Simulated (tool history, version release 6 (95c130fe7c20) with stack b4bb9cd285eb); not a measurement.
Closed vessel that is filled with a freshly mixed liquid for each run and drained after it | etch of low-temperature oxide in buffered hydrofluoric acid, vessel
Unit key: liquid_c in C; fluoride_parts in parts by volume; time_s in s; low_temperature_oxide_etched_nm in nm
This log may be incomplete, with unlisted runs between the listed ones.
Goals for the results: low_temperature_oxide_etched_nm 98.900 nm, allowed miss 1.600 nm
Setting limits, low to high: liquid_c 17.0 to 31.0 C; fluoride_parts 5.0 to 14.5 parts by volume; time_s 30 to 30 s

| run | hour | liquid_c | fluoride_parts | time_s | low_temperature_oxide_etched_nm |
|---|---|---|---|---|---|
| 1 | 0.0 | 23.0 | 9.0 | 30 | 113.180 |
| 2 | 1.9 | 22.5 | 9.0 | 30 | 109.310 |
| 3 | 7.6 | 22.5 | 9.0 | 30 | 109.860 |
| 4 | 15.6 | 22.0 | 9.0 | 30 | 106.560 |
| 5 | 18.6 | 21.5 | 9.0 | 30 | 104.110 |
| 6 | 22.7 | 19.0 | 9.0 | 30 | 89.752 |
| 7 | 25.4 | 19.0 | 9.0 | 30 | 90.828 |
| 8 | 33.6 | 19.5 | 9.0 | 30 | 93.308 |
| 9 | 36.5 | 20.0 | 9.0 | 30 | 95.273 |

Which one of the following 4 next-run settings gets every result inside its allowed miss? There is exactly one.
| A | 39.4 | 23.0 | 11.0 | 30 | ? |
| B | 39.4 | 20.5 | 9.5 | 30 | ? |
| C | 39.4 | 19.5 | 8.5 | 30 | ? |
| D | 39.4 | 19.0 | 8.5 | 30 | ? |

| move | low_temperature_oxide_etched_nm |
|---|---|
| A | 96.458 |
| B | 95.194 |
| C | 99.093 |
| D | 96.345 |
A: closer than the last run, but not yet in spec
B: no better and no worse than the last run
C: every result lands within tolerance
D: closer than the last run, but not yet in spec
Correct choice: C, which meets every target

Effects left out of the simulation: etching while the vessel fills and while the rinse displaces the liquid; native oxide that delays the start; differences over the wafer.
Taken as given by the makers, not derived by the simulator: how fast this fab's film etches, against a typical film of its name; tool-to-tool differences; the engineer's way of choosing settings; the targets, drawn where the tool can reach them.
